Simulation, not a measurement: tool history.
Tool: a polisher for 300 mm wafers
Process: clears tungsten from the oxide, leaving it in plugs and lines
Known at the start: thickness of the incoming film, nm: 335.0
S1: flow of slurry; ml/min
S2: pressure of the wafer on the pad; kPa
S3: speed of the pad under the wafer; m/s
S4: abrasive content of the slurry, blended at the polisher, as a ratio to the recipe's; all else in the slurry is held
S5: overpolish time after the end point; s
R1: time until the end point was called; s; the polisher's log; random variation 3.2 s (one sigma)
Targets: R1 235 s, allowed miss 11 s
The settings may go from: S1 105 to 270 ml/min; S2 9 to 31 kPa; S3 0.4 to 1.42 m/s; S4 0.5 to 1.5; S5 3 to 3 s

run  hour   S1    S2    S3    S4  S5      R1
  1     0  175    20   0.9     1   3  98.162
  2   4.9  175  17.9  0.84     1   3  112.14
  3  12.9  175  15.9  0.76     1   3  132.12
  4    16  175  15.9  0.76  1.15   3  128.45
  5  23.6  175  15.9  0.76  1.05   3  128.97
  6  28.3  175  15.9  0.76  1.05   3  125.02
  7    32  160  14.5  0.68     1   3     149
  8  35.7  160  13.1  0.62     1   3  173.04
  9  40.4  160  12.4   0.6     1   3  188.99
 10  43.4  160  11.7   0.6     1   3  190.49
 11  44.7  155     9  0.52     1   3  243.39

Which of these 4 next moves meets every target?
  A    46  165   9.7  0.44  1.05   3   ?
  B    46  155     9  0.46     1   3   ?
  C    46  155  10.3  0.62   0.7   3   ?
  D    46  155     9   0.5     1   3   ?

move      R1
   A  260.59
   B  268.32
   C  226.14
   D  251.51
A: further off than the last run
B: further off than the last run
C: meets every target
D: further off than the last run
Answer: C
